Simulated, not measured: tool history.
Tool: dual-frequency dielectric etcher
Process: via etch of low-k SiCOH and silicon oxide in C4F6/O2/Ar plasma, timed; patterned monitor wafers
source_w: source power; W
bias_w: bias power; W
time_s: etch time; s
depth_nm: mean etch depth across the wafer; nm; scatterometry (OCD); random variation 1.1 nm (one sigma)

run  hour  source_w  bias_w  time_s  depth_nm
  1   0.0       360     132    63.0    174.90
  2   3.1       360     132    57.5    158.66
  3  11.5       300     132    57.5    144.01
  4  17.6       260     132    57.5    135.45
  5  24.9       260     124    57.5    130.95
  6  32.0       300     126    57.5    142.89
  7  33.8       330     128    57.5    150.38

Run 8 comes next. What will it give?
  8  39.5       360     130    57.5         ?

depth_nm: 156.68 nm
